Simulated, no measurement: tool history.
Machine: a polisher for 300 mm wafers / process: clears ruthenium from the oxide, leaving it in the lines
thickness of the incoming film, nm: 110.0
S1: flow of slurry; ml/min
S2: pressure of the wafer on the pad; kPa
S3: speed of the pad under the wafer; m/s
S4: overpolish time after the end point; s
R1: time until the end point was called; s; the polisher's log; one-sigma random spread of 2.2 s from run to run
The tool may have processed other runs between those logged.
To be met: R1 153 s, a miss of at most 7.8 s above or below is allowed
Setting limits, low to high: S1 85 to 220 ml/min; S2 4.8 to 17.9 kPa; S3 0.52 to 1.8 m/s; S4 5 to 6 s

run  hour   S1    S2    S3  S4      R1
  1     0  140    11  1.16   6  94.189
  2   8.9  140    11  1.16   5   91.37
  3  16.9  110    11  1.16   5   98.25
  4    24  110  13.8  1.16   5   87.17
  5  25.9  105  11.7   1.1   5  97.242
  6  32.8  105  11.7  0.84   5  128.61
  7  35.7  105    11  0.84   5  133.64
  8  40.8  105  10.3  0.84   5  141.14

Which one of the following 4 next-run settings gets every result inside its allowed miss? There is exactly one.
  A  45.9   85     9     1   6   ?
  B  45.9  170  13.8  0.62   5   ?
  C  45.9   85  10.3     1   5   ?
  D  45.9   90   8.3   0.9   6   ?

move      R1
   A  135.78
   B  134.28
   C   125.2
   D  152.77
A: the biggest miss grows against the last run
B: the biggest miss grows against the last run
C: the biggest miss grows against the last run
D: meets every target
Correct choice: D, which meets every target
